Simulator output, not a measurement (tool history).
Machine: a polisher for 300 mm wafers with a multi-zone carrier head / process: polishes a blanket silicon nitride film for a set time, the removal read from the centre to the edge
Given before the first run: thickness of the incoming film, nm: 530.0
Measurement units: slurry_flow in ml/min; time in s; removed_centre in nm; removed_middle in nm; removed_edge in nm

{"run": 1, "hour": 0.0, "slurry_flow": 195, "centre_zone": 1.0, "middle_zone": 1.0, "edge_zone": 1.0, "time": 34, "removed_centre": 96.628, "removed_middle": 93.039, "removed_edge": 94.624}
{"run": 2, "hour": 8.8, "slurry_flow": 195, "centre_zone": 1.0, "middle_zone": 1.0, "edge_zone": 0.95, "time": 34, "removed_centre": 98.672, "removed_middle": 92.0, "removed_edge": 91.601}
{"run": 3, "hour": 16.9, "slurry_flow": 205, "centre_zone": 0.99, "middle_zone": 1.0, "edge_zone": 0.99, "time": 34, "removed_centre": 99.819, "removed_middle": 93.454, "removed_edge": 94.958}
{"run": 4, "hour": 21.6, "slurry_flow": 210, "centre_zone": 0.96, "middle_zone": 1.0, "edge_zone": 1.03, "time": 34, "removed_centre": 95.276, "removed_middle": 95.134, "removed_edge": 96.561}
{"run": 5, "hour": 27.8, "slurry_flow": 215, "centre_zone": 0.94, "middle_zone": 0.99, "edge_zone": 1.06, "time": 34, "removed_centre": 92.705, "removed_middle": 92.503, "removed_edge": 97.701}
{"run": 6, "hour": 31.9, "slurry_flow": 220, "centre_zone": 0.93, "middle_zone": 0.99, "edge_zone": 1.08, "time": 34, "removed_centre": 91.543, "removed_middle": 92.611, "removed_edge": 99.59}
{"run": 7, "hour": 40.3, "slurry_flow": 230, "centre_zone": 0.92, "middle_zone": 0.99, "edge_zone": 1.1, "time": 34, "removed_centre": 92.843, "removed_middle": 93.698, "removed_edge": 100.39}
{"run": 8, "hour": 45.3, "slurry_flow": 235, "centre_zone": 0.91, "middle_zone": 0.99, "edge_zone": 1.12, "time": 34, "removed_centre": 90.657, "removed_middle": 93.767, "removed_edge": 102.83}
{"run": 9, "hour": 52.6, "slurry_flow": 240, "centre_zone": 0.9, "middle_zone": 0.99, "edge_zone": 1.13, "time": 34, "removed_centre": 90.095, "removed_middle": 93.228, "removed_edge": 103.73}

The next listed run, before its measurement:
{"run": 10, "hour": 56.6, "slurry_flow": 245, "centre_zone": 0.9, "middle_zone": 1.0, "edge_zone": 1.14, "time": 34, "removed_centre": "?", "removed_middle": "?", "removed_edge": "?"}

removed_centre: 91.320 nm
removed_middle: 94.762 nm
removed_edge: 103.300 nm
